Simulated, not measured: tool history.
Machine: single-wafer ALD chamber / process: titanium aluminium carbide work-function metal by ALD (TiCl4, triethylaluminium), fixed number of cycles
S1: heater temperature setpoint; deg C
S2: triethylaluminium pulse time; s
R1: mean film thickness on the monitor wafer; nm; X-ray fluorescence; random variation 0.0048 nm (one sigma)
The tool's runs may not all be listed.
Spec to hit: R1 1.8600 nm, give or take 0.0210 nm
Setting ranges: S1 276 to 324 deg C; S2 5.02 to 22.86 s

Run 1, hour 0.0: S1 300 deg C, S2 13.94 s. Result: R1 1.9774 nm.
Run 2, hour 6.3: S1 307 deg C, S2 13.94 s. Result: R1 2.0527 nm.
Run 3, hour 7.8: S1 303 deg C, S2 13.66 s. Result: R1 2.0081 nm.
Run 4, hour 14.5: S1 300 deg C, S2 13.43 s. Result: R1 1.9837 nm.
Run 5, hour 19.1: S1 300 deg C, S2 16.34 s. Result: R1 1.9835 nm.
Run 6, hour 26.6: S1 297 deg C, S2 16.29 s. Result: R1 1.9533 nm.
Run 7, hour 28.2: S1 295 deg C, S2 16.25 s. Result: R1 1.9404 nm.
Run 8, hour 31.2: S1 295 deg C, S2 16.25 s. Result: R1 1.9434 nm.
Run 9, hour 34.1: S1 293 deg C, S2 16.18 s. Result: R1 1.9206 nm.
Run 10, hour 36.5: S1 292 deg C, S2 16.14 s. Result: R1 1.9178 nm.
Run 11, hour 42.3: S1 291 deg C, S2 16.11 s. Result: R1 1.8961 nm.
Run 12, hour 46.2: S1 290 deg C, S2 16.07 s. Result: R1 1.8887 nm.

Pick the move, out of 5, that brings all results within their allowed miss; only one does.
Run A, hour 50.1: S1 299 deg C, S2 13.33 s. Result: R1 ?.
Run B, hour 50.1: S1 297 deg C, S2 13.48 s. Result: R1 ?.
Run C, hour 50.1: S1 294 deg C, S2 16.04 s. Result: R1 ?.
Run D, hour 50.1: S1 287 deg C, S2 14.36 s. Result: R1 ?.
Run E, hour 50.1: S1 294 deg C, S2 14.14 s. Result: R1 ?.

move      R1
   A  1.9662
   B  1.9475
   C  1.9281
   D  1.8545
   E  1.9216
A: moves away from the targets compared with the last run
B: moves away from the targets compared with the last run
C: moves away from the targets compared with the last run
D: in spec on every target
E: moves away from the targets compared with the last run
The right move is D.
